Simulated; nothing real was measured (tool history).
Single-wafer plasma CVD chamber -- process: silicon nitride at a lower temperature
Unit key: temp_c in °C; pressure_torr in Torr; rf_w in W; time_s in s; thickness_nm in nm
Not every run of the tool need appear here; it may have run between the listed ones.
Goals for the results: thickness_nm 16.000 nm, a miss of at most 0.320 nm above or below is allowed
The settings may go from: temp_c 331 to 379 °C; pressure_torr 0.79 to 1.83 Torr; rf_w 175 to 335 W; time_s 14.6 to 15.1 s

| run | hour | temp_c | pressure_torr | rf_w | time_s | thickness_nm |
|---|---|---|---|---|---|---|
| 1 | 0.0 | 355 | 1.31 | 255 | 14.6 | 13.654 |
| 2 | 3.8 | 355 | 1.47 | 255 | 14.6 | 14.020 |
| 3 | 6.4 | 355 | 1.53 | 265 | 14.6 | 14.519 |
| 4 | 9.0 | 360 | 1.53 | 265 | 14.6 | 14.589 |
| 5 | 11.1 | 360 | 1.58 | 270 | 14.6 | 14.639 |
| 6 | 14.4 | 360 | 1.58 | 270 | 14.6 | 14.669 |
| 7 | 18.0 | 360 | 1.63 | 275 | 14.6 | 15.052 |
| 8 | 23.1 | 360 | 1.67 | 280 | 14.6 | 15.077 |
| 9 | 25.4 | 360 | 1.68 | 285 | 14.6 | 15.419 |
| 10 | 33.0 | 360 | 1.68 | 285 | 14.6 | 15.387 |
| 11 | 36.7 | 360 | 1.70 | 290 | 14.6 | 15.541 |

Below are 4 possible settings for the next run. Only one of them brings all results inside the allowed miss of their targets. Which is it?
| A | 40.4 | 355 | 1.60 | 290 | 14.6 | ? |
| B | 40.4 | 362 | 1.77 | 280 | 15.1 | ? |
| C | 40.4 | 368 | 1.61 | 295 | 14.7 | ? |
| D | 40.4 | 360 | 1.72 | 285 | 14.6 | ? |

| move | thickness_nm |
|---|---|
| A | 15.316 |
| B | 15.923 |
| C | 15.502 |
| D | 15.438 |
A: lands further from the targets than the last run did
B: all results in spec
C: lands further from the targets than the last run did
D: lands further from the targets than the last run did
So the answer is move B, the one that meets all the targets.
